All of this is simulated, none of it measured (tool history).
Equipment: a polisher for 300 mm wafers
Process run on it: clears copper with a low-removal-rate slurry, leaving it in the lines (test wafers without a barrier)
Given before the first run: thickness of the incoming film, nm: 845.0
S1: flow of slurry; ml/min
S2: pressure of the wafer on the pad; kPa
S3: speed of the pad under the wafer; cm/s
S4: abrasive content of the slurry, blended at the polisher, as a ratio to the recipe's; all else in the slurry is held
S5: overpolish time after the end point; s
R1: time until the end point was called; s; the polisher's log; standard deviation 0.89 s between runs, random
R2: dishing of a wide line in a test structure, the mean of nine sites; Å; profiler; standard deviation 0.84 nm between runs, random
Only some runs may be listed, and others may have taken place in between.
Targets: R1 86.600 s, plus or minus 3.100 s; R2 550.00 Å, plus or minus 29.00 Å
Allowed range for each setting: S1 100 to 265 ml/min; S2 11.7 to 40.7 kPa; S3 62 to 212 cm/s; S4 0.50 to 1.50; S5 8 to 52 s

run 1 day=0.000 | S1=170 S2=26.2 S3=136 S4=1.00 S5=26 | R1=143.720 R2=499.67
run 2 day=0.221 | S1=175 S2=29.0 S3=136 S4=1.00 S5=24 | R1=128.830 R2=506.23
run 3 day=0.571 | S1=175 S2=29.0 S3=136 S4=0.85 S5=24 | R1=135.080 R2=509.64
run 4 day=0.812 | S1=175 S2=29.0 S3=136 S4=0.85 S5=29 | R1=136.740 R2=523.90
run 5 day=0.992 | S1=175 S2=29.0 S3=136 S4=0.85 S5=20 | R1=137.890 R2=472.16
run 6 day=1.242 | S1=180 S2=31.7 S3=136 S4=0.85 S5=20 | R1=121.470 R2=487.63
run 7 day=1.279 | S1=185 S2=33.1 S3=136 S4=0.85 S5=21 | R1=118.310 R2=504.50
run 8 day=1.650 | S1=185 S2=34.5 S3=138 S4=0.85 S5=21 | R1=112.900 R2=523.26
run 9 day=1.883 | S1=185 S2=35.9 S3=140 S4=0.85 S5=20 | R1=106.860 R2=515.66
run 10 day=1.967 | S1=200 S2=40.7 S3=144 S4=0.85 S5=22 | R1=91.959 R2=553.16

Of the 4 settings listed for the next run, only one would bring every result within its allowed miss of target. Which one?
run A day=2.050 | S1=220 S2=37.9 S3=122 S4=1.05 S5=23 | R1=? R2=?
run B day=2.050 | S1=240 S2=37.2 S3=162 S4=0.95 S5=23 | R1=? R2=?
run C day=2.050 | S1=225 S2=40.0 S3=172 S4=0.95 S5=18 | R1=? R2=?
run D day=2.050 | S1=190 S2=40.7 S3=184 S4=0.75 S5=18 | R1=? R2=?

move=A R1=103.490 R2=544.48
move=B R1=87.644 R2=559.02
move=C R1=78.627 R2=549.66
move=D R1=80.088 R2=548.38
A: the biggest miss grows against the last run
B: all results in spec
C: moves the result that the last run missed by most past its target, out the other side
D: moves the result that the last run missed by most past its target, out the other side
Move B is the one to make.

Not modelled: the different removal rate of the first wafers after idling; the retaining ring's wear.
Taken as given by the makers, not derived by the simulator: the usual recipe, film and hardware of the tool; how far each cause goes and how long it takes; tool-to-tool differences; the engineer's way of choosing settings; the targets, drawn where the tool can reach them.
